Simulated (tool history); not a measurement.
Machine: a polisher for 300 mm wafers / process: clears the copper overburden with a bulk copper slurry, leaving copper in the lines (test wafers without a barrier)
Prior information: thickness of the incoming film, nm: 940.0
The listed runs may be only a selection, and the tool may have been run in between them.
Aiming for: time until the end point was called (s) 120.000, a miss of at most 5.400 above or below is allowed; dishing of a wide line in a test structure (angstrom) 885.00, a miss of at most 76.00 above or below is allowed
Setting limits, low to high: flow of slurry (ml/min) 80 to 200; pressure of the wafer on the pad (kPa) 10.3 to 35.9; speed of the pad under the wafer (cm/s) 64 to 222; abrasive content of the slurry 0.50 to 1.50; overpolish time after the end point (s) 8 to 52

run,hour,flow of slurry (ml/min),pressure of the wafer on the pad (kPa),speed of the pad under the wafer (cm/s),abrasive content of the slurry,overpolish time after the end point (s),time until the end point was called (s),dishing of a wide line in a test structure (angstrom)
1,0.0,130,22.8,142,1.00,26,80.780,1148.30
2,2.4,130,22.8,142,1.00,34,78.420,1180.30
3,10.9,130,21.4,142,1.00,32,86.127,1161.10
4,11.5,110,21.4,142,1.00,32,86.376,1166.90
5,14.7,110,17.2,142,1.00,32,110.440,1022.30
6,21.9,110,17.2,142,1.00,30,108.080,979.77
7,27.3,110,16.5,142,1.00,29,114.300,977.21
8,35.7,110,16.5,142,1.00,27,110.790,923.81

Below are 4 possible settings for the next run. Only one of them brings all results inside the allowed miss of their targets. Which is it?
A,44.1,120,13.1,158,0.85,31,?,?
B,44.1,125,18.6,128,0.90,35,?,?
C,44.1,115,15.2,146,1.00,26,?,?
D,44.1,100,15.2,134,1.00,52,?,?

move,time until the end point was called (s),dishing of a wide line in a test structure (angstrom)
A,130.990,927.89
B,112.360,1120.20
C,119.680,937.54
D,134.450,1098.60
A: carries the result that was furthest off beyond its target, to the other side
B: misses by more than the last run did
C: every result within its allowed miss
D: carries the result that was furthest off beyond its target, to the other side
C is the move that brings every result within its allowed miss.
